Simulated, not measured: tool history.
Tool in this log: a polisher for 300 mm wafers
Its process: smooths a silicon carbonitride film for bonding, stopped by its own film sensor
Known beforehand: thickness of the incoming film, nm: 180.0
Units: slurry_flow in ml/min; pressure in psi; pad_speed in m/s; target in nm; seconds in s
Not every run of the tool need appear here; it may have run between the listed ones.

run,hour,slurry_flow,pressure,pad_speed,slurry_solids,target,seconds
1,0,295,2.6,0.76,1,165,62.956
2,1,295,3,0.78,1,165,52.904
3,7,295,3.2,0.8,1,165,49.361
4,8.7,295,3.4,0.82,1,165,45.358
5,16.7,295,3.4,0.82,0.8,165,49.881
6,22,295,3.5,0.86,0.8,165,47.418

Run 7 is up next; what results do you expect?
7,25.9,295,3.6,0.9,0.8,165,?

seconds: 45.248 s
